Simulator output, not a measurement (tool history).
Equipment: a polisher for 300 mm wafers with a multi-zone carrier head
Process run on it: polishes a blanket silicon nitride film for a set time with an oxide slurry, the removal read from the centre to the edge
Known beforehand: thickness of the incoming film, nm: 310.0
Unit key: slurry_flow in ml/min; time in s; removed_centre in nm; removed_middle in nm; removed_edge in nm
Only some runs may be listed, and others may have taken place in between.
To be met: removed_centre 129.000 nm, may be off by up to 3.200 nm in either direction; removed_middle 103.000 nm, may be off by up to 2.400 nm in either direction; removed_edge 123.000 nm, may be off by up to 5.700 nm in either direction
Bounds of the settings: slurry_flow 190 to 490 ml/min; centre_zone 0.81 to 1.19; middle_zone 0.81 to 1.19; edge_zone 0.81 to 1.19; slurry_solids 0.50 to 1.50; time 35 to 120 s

Run 1, hour 0.0: slurry_flow 315 ml/min, centre_zone 1.00, middle_zone 1.00, edge_zone 1.00, slurry_solids 1.00, time 77 s. Result: removed_centre 76.654 nm, removed_middle 77.986 nm, removed_edge 78.954 nm.
Run 2, hour 1.6: slurry_flow 320 ml/min, centre_zone 1.02, middle_zone 0.99, edge_zone 1.03, slurry_solids 1.05, time 78 s. Result: removed_centre 81.222 nm, removed_middle 79.996 nm, removed_edge 80.814 nm.
Run 3, hour 9.1: slurry_flow 320 ml/min, centre_zone 1.02, middle_zone 0.99, edge_zone 1.03, slurry_solids 1.15, time 78 s. Result: removed_centre 83.941 nm, removed_middle 82.932 nm, removed_edge 86.397 nm.
Run 4, hour 15.1: slurry_flow 320 ml/min, centre_zone 1.02, middle_zone 0.99, edge_zone 1.10, slurry_solids 1.15, time 78 s. Result: removed_centre 84.203 nm, removed_middle 84.756 nm, removed_edge 91.081 nm.
Run 5, hour 20.8: slurry_flow 325 ml/min, centre_zone 1.04, middle_zone 0.98, edge_zone 1.11, slurry_solids 1.20, time 79 s. Result: removed_centre 89.354 nm, removed_middle 85.577 nm, removed_edge 92.687 nm.
Run 6, hour 25.4: slurry_flow 325 ml/min, centre_zone 1.04, middle_zone 1.01, edge_zone 1.11, slurry_solids 1.20, time 79 s. Result: removed_centre 89.609 nm, removed_middle 87.865 nm, removed_edge 92.975 nm.
Run 7, hour 33.5: slurry_flow 325 ml/min, centre_zone 1.06, middle_zone 1.00, edge_zone 1.12, slurry_solids 1.25, time 80 s. Result: removed_centre 94.324 nm, removed_middle 88.378 nm, removed_edge 94.860 nm.
Run 8, hour 39.5: slurry_flow 325 ml/min, centre_zone 1.07, middle_zone 0.99, edge_zone 1.13, slurry_solids 1.30, time 82 s. Result: removed_centre 98.831 nm, removed_middle 94.061 nm, removed_edge 100.750 nm.
Run 9, hour 43.8: slurry_flow 330 ml/min, centre_zone 1.08, middle_zone 0.97, edge_zone 1.14, slurry_solids 1.35, time 83 s. Result: removed_centre 102.910 nm, removed_middle 94.169 nm, removed_edge 103.410 nm.
Run 10, hour 44.3: slurry_flow 330 ml/min, centre_zone 1.09, middle_zone 0.96, edge_zone 1.15, slurry_solids 1.35, time 84 s. Result: removed_centre 105.100 nm, removed_middle 94.513 nm, removed_edge 103.100 nm.
Run 11, hour 52.8: slurry_flow 325 ml/min, centre_zone 1.09, middle_zone 0.94, edge_zone 1.16, slurry_solids 1.35, time 86 s. Result: removed_centre 105.580 nm, removed_middle 94.492 nm, removed_edge 106.620 nm.
Run 12, hour 56.7: slurry_flow 325 ml/min, centre_zone 1.10, middle_zone 0.93, edge_zone 1.16, slurry_solids 1.35, time 87 s. Result: removed_centre 109.010 nm, removed_middle 93.823 nm, removed_edge 106.070 nm.
Run 13, hour 59.2: slurry_flow 325 ml/min, centre_zone 1.10, middle_zone 0.92, edge_zone 1.16, slurry_solids 1.35, time 88 s. Result: removed_centre 111.030 nm, removed_middle 94.594 nm, removed_edge 111.730 nm.
Run 14, hour 67.1: slurry_flow 380 ml/min, centre_zone 1.17, middle_zone 0.92, edge_zone 1.19, slurry_solids 1.50, time 88 s. Result: removed_centre 122.250 nm, removed_middle 98.741 nm, removed_edge 116.310 nm.
Run 15, hour 69.1: slurry_flow 380 ml/min, centre_zone 1.17, middle_zone 0.92, edge_zone 1.19, slurry_solids 1.50, time 88 s. Result: removed_centre 122.700 nm, removed_middle 99.366 nm, removed_edge 117.670 nm.

Pick the move, out of 4, that brings all results within their allowed miss; only one does.
Run A, hour 71.1: slurry_flow 390 ml/min, centre_zone 1.03, middle_zone 0.83, edge_zone 1.19, slurry_solids 1.40, time 97 s. Result: removed_centre ?, removed_middle ?, removed_edge ?.
Run B, hour 71.1: slurry_flow 360 ml/min, centre_zone 1.16, middle_zone 0.90, edge_zone 1.18, slurry_solids 1.50, time 93 s. Result: removed_centre ?, removed_middle ?, removed_edge ?.
Run C, hour 71.1: slurry_flow 390 ml/min, centre_zone 1.06, middle_zone 0.89, edge_zone 1.19, slurry_solids 1.45, time 94 s. Result: removed_centre ?, removed_middle ?, removed_edge ?.
Run D, hour 71.1: slurry_flow 400 ml/min, centre_zone 1.19, middle_zone 0.82, edge_zone 1.19, slurry_solids 1.45, time 96 s. Result: removed_centre ?, removed_middle ?, removed_edge ?.

move  removed_centre  removed_middle  removed_edge
   A         117.240          99.370       127.800
   B         129.080         103.700       124.380
   C         118.540         103.320       125.380
   D         136.250          98.775       128.370
A: lands further from the targets than the last run did
B: in spec on every target
C: lands further from the targets than the last run did
D: carries the result that was furthest off beyond its target, to the other side
Go with B: it meets all targets.
